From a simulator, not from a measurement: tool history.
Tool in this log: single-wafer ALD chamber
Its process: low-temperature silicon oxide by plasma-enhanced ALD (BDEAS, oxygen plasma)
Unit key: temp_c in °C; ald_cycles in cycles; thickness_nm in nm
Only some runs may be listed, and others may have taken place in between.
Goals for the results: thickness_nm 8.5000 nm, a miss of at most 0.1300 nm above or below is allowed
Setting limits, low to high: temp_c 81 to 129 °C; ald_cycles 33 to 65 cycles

run	hour	temp_c	ald_cycles	thickness_nm
1	0.0	105	49	7.0812
2	7.4	102	51	7.3956
3	15.4	102	48	6.9862
4	20.2	95	48	7.1568
5	29.0	86	48	7.4022
6	30.9	85	50	7.7258
7	36.2	84	51	7.9599
8	39.8	83	52	8.1458
9	43.8	83	53	8.2746

Below are 5 possible settings for the next run. Only one of them brings all results inside the allowed miss of their targets. Which is it?
A	47.8	85	52	?
B	47.8	81	54	?
C	47.8	84	51	?
D	47.8	85	50	?
E	47.8	81	51	?

move	thickness_nm
A	8.0677
B	8.5076
C	7.9432
D	7.7574
E	8.0350
A: misses by more than the last run did
B: every result within its allowed miss
C: misses by more than the last run did
D: misses by more than the last run did
E: misses by more than the last run did
B is the move that brings every result within its allowed miss.
